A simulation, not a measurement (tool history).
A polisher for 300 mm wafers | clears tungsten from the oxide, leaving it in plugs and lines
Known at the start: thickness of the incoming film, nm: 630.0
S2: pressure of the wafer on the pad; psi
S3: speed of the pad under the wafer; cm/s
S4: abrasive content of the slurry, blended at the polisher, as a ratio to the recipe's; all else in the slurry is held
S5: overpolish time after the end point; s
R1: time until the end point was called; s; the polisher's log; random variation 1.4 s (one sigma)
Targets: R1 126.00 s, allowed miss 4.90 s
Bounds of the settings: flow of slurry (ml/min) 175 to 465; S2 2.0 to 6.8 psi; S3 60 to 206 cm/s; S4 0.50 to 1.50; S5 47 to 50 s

Run 1, hour 0.0: flow of slurry (ml/min) 295, S2 4.4 psi, S3 132 cm/s, S4 1.00, S5 47 s. Result: R1 101.64 s.
Run 2, hour 7.5: flow of slurry (ml/min) 295, S2 4.2 psi, S3 132 cm/s, S4 1.00, S5 47 s. Result: R1 105.37 s.
Run 3, hour 9.2: flow of slurry (ml/min) 295, S2 4.0 psi, S3 132 cm/s, S4 1.00, S5 47 s. Result: R1 110.16 s.
Run 4, hour 10.6: flow of slurry (ml/min) 240, S2 4.0 psi, S3 132 cm/s, S4 1.00, S5 47 s. Result: R1 110.56 s.
Run 5, hour 14.3: flow of slurry (ml/min) 240, S2 4.0 psi, S3 132 cm/s, S4 0.85, S5 47 s. Result: R1 117.03 s.
Run 6, hour 22.7: flow of slurry (ml/min) 240, S2 4.0 psi, S3 132 cm/s, S4 0.95, S5 47 s. Result: R1 115.46 s.
Run 7, hour 30.4: flow of slurry (ml/min) 240, S2 3.9 psi, S3 132 cm/s, S4 0.95, S5 47 s. Result: R1 115.86 s.
Run 8, hour 35.9: flow of slurry (ml/min) 240, S2 3.8 psi, S3 132 cm/s, S4 0.95, S5 47 s. Result: R1 118.52 s.

4 next moves are on the table. One of them brings every result within its allowed miss. Which?
Run A, hour 41.4: flow of slurry (ml/min) 245, S2 4.1 psi, S3 116 cm/s, S4 0.90, S5 49 s. Result: R1 ?.
Run B, hour 41.4: flow of slurry (ml/min) 265, S2 3.5 psi, S3 118 cm/s, S4 0.95, S5 47 s. Result: R1 ?.
Run C, hour 41.4: flow of slurry (ml/min) 300, S2 4.3 psi, S3 114 cm/s, S4 1.05, S5 47 s. Result: R1 ?.
Run D, hour 41.4: flow of slurry (ml/min) 285, S2 3.7 psi, S3 132 cm/s, S4 1.10, S5 47 s. Result: R1 ?.

move      R1
   A  125.51
   B  140.61
   C  115.76
   D  118.09
A: meets every target
B: takes the result that was furthest off past its target
C: further off than the last run
D: further off than the last run
The right move is A.
